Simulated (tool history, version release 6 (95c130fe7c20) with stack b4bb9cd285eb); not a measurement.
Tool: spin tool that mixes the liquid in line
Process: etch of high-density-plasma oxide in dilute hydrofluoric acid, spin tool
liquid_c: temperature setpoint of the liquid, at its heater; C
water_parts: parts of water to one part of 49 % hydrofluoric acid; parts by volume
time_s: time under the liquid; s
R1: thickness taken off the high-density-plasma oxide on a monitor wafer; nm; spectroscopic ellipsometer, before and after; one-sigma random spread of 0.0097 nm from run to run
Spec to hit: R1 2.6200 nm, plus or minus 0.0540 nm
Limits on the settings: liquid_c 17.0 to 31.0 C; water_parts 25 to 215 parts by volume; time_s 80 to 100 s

{"run": 1, "hour": 0.0, "liquid_c": 23.0, "water_parts": 120, "time_s": 100, "R1": 4.5769}
{"run": 2, "hour": 0.7, "liquid_c": 25.0, "water_parts": 120, "time_s": 100, "R1": 4.957}
{"run": 3, "hour": 6.8, "liquid_c": 23.5, "water_parts": 125, "time_s": 100, "R1": 4.4751}
{"run": 4, "hour": 11.9, "liquid_c": 23.5, "water_parts": 95, "time_s": 100, "R1": 6.0981}
{"run": 5, "hour": 16.7, "liquid_c": 22.0, "water_parts": 105, "time_s": 100, "R1": 5.1275}
{"run": 6, "hour": 24.1, "liquid_c": 22.0, "water_parts": 65, "time_s": 100, "R1": 8.6879}
{"run": 7, "hour": 24.9, "liquid_c": 21.0, "water_parts": 80, "time_s": 100, "R1": 6.6223}
{"run": 8, "hour": 32.2, "liquid_c": 17.0, "water_parts": 130, "time_s": 100, "R1": 3.2783}
{"run": 9, "hour": 39.9, "liquid_c": 17.0, "water_parts": 135, "time_s": 100, "R1": 3.1528}
{"run": 10, "hour": 43.7, "liquid_c": 17.0, "water_parts": 140, "time_s": 100, "R1": 3.025}

Which of these 4 next moves meets every target?
{"run": "A", "hour": 47.5, "liquid_c": 17.0, "water_parts": 145, "time_s": 95, "R1": "?"}
{"run": "B", "hour": 47.5, "liquid_c": 17.0, "water_parts": 145, "time_s": 90, "R1": "?"}
{"run": "C", "hour": 47.5, "liquid_c": 17.0, "water_parts": 125, "time_s": 80, "R1": "?"}
{"run": "D", "hour": 47.5, "liquid_c": 17.0, "water_parts": 145, "time_s": 85, "R1": "?"}

move=A R1=2.7570
move=B R1=2.6119
move=C R1=2.7469
move=D R1=2.4668
A: nearer the targets than the last run, but a result is still out of spec
B: hits every target within its allowed miss
C: nearer the targets than the last run, but a result is still out of spec
D: moves the result that the last run missed by most past its target, out the other side
B is the move that brings every result within its allowed miss.

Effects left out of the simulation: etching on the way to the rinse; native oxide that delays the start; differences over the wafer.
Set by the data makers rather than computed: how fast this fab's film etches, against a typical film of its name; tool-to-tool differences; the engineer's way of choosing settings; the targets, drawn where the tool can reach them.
